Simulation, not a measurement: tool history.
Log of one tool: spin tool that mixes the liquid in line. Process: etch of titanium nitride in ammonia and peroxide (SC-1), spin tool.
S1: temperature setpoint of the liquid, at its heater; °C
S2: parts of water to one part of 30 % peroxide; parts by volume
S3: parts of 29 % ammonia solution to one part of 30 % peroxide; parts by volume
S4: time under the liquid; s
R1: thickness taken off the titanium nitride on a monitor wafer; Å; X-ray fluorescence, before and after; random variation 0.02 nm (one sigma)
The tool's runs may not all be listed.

run	hour	S1	S2	S3	S4	R1
1	0	60	10.5	0.7	70	68.695
2	4.3	60	10.5	0.85	70	69.777
3	12.3	57	10.5	0.85	70	56.857
4	18.9	57	8.5	0.85	70	63.414
5	27.4	55	9	0.85	70	55.225
6	34.5	55	7	0.85	70	61.398
7	41.5	53	8	0.85	70	49.823
# hour 45: new drum of ammonia solution connected
8	45	53	8	0.85	70	50.658
9	52.8	51.5	9	0.85	70	43.573

Forecast run 10:
10	59	50.5	9.5	0.85	70	?

{"run 10": {"R1": 39.067}}
